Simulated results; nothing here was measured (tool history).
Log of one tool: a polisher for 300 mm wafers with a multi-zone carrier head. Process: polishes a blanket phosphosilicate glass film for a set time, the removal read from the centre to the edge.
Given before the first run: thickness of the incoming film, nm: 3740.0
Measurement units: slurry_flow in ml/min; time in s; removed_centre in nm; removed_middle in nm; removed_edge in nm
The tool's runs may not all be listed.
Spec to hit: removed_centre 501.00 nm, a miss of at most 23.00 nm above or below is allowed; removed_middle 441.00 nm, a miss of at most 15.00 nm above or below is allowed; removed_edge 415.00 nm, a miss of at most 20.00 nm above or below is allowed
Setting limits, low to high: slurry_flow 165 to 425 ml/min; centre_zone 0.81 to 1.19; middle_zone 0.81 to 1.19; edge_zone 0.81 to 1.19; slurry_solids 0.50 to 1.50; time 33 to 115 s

run    day  slurry_flow  centre_zone  middle_zone  edge_zone  slurry_solids  time  removed_centre  removed_middle  removed_edge
  1  0.000          275         1.00         1.00       1.00           1.00    73          376.74          364.45        377.01
  2  0.304          275         1.07         1.00       1.00           1.00    73          411.71          372.00        377.66
  3  0.379          280         1.10         1.02       1.02           1.05    73          421.73          385.43        395.98
  4  0.696          285         1.12         1.03       1.00           1.10    73          450.87          393.68        390.02
  5  0.821          285         1.12         1.03       1.00           1.10    87          535.89          466.05        466.25
  6  1.079          285         1.12         1.03       1.09           1.10    87          533.05          475.28        491.56
  7  1.267          285         1.12         1.04       1.05           1.05    87          529.36          471.91        470.10
  8  1.558          285         1.12         1.04       1.02           1.00    87          516.47          453.76        459.85

Exercise: of the 4 proposed moves below, exactly one satisfies all targets within the stated allowed misses. Which move is it?
  A  1.850          300         1.17         1.08       0.96           1.05    79               ?               ?             ?
  B  1.850          245         1.11         1.08       1.01           1.05    85               ?               ?             ?
  C  1.850          350         1.12         1.16       0.89           0.90    88               ?               ?             ?
  D  1.850          220         1.06         0.91       1.00           0.85   101               ?               ?             ?

move  removed_centre  removed_middle  removed_edge
   A          503.62          442.97        416.03
   B          502.62          467.27        451.76
   C          505.57          493.30        418.77
   D          505.94          427.66        477.81
A: all results in spec
B: an improvement on the last run, though not all results are within tolerance
C: gets the furthest-off result to its target, but another result is out of tolerance
D: lands further from the targets than the last run did
Answer: A
